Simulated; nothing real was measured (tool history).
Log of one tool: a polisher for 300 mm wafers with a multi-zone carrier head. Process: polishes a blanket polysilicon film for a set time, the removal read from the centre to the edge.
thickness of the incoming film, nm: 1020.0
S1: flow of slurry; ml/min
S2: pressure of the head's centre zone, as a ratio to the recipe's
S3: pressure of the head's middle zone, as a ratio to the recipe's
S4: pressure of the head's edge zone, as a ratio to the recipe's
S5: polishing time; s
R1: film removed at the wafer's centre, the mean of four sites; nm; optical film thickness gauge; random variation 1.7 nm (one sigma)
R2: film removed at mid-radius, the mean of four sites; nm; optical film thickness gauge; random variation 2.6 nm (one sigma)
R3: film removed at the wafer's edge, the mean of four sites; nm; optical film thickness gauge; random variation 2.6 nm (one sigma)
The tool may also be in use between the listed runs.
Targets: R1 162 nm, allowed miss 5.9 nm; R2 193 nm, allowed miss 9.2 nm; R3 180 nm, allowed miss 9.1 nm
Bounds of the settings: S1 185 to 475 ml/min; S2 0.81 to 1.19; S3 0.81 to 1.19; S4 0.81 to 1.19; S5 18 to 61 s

Run 1, hour 0: S1 305 ml/min, S2 1, S3 1, S4 1, S5 39 s. Result: R1 341.62 nm, R2 346.21 nm, R3 352.11 nm.
Run 2, hour 0.9: S1 375 ml/min, S2 1, S3 1, S4 1, S5 39 s. Result: R1 336.04 nm, R2 354.8 nm, R3 369.16 nm.
Run 3, hour 3: S1 345 ml/min, S2 0.96, S3 0.99, S4 0.96, S5 34 s. Result: R1 294.07 nm, R2 295.56 nm, R3 300.11 nm.
Run 4, hour 10: S1 310 ml/min, S2 0.93, S3 1.01, S4 0.99, S5 30 s. Result: R1 242.64 nm, R2 263.62 nm, R3 272.57 nm.
Run 5, hour 19: S1 310 ml/min, S2 0.9, S3 1.01, S4 0.99, S5 30 s. Result: R1 233.25 nm, R2 259.12 nm, R3 269.42 nm.
Run 6, hour 23.6: S1 305 ml/min, S2 0.88, S3 1.02, S4 0.96, S5 28 s. Result: R1 216.55 nm, R2 246.93 nm, R3 250.13 nm.
Run 7, hour 29.7: S1 300 ml/min, S2 0.87, S3 1.03, S4 0.93, S5 26 s. Result: R1 195.58 nm, R2 224.74 nm, R3 228.75 nm.
Run 8, hour 37: S1 295 ml/min, S2 0.87, S3 1.05, S4 0.9, S5 25 s. Result: R1 191.66 nm, R2 227.95 nm, R3 212.01 nm.
Run 9, hour 45.1: S1 290 ml/min, S2 0.86, S3 1.04, S4 0.88, S5 24 s. Result: R1 177.33 nm, R2 214.06 nm, R3 206.69 nm.
Run 10, hour 52.4: S1 290 ml/min, S2 0.87, S3 1.04, S4 0.87, S5 23 s. Result: R1 175 nm, R2 211.75 nm, R3 194.53 nm.
At hour 59.1: edge zone pressure recalibrated.
Run 11, hour 59.1: S1 285 ml/min, S2 0.87, S3 1.03, S4 0.86, S5 23 s. Result: R1 170.18 nm, R2 201.06 nm, R3 187.9 nm.
Run 12, hour 62.9: S1 275 ml/min, S2 0.87, S3 1.03, S4 0.86, S5 23 s. Result: R1 171.42 nm, R2 205.28 nm, R3 189.97 nm.
Run 13, hour 63.7: S1 265 ml/min, S2 0.87, S3 1.02, S4 0.85, S5 23 s. Result: R1 170.88 nm, R2 204.67 nm, R3 182 nm.
Run 14, hour 65.5: S1 265 ml/min, S2 0.86, S3 1.01, S4 0.85, S5 23 s. Result: R1 168.13 nm, R2 199.84 nm, R3 185.63 nm.
Run 15, hour 68.6: S1 260 ml/min, S2 0.86, S3 1.01, S4 0.85, S5 23 s. Result: R1 170.48 nm, R2 199.17 nm, R3 188.44 nm.

Which of these 4 next moves meets every target?
Run A, hour 71.7: S1 350 ml/min, S2 0.85, S3 1.01, S4 0.86, S5 22 s. Result: R1 ?, R2 ?, R3 ?.
Run B, hour 71.7: S1 185 ml/min, S2 0.99, S3 1.02, S4 0.81, S5 23 s. Result: R1 ?, R2 ?, R3 ?.
Run C, hour 71.7: S1 270 ml/min, S2 0.91, S3 1, S4 0.84, S5 23 s. Result: R1 ?, R2 ?, R3 ?.
Run D, hour 71.7: S1 305 ml/min, S2 0.92, S3 0.93, S4 0.89, S5 23 s. Result: R1 ?, R2 ?, R3 ?.

move      R1      R2      R3
   A  165.91  192.08  182.52
   B  188.15  189.42   176.9
   C  181.19  194.81   185.6
   D  185.42  186.74   192.3
A: meets every target
B: further off than the last run
C: further off than the last run
D: further off than the last run
The right move is A.

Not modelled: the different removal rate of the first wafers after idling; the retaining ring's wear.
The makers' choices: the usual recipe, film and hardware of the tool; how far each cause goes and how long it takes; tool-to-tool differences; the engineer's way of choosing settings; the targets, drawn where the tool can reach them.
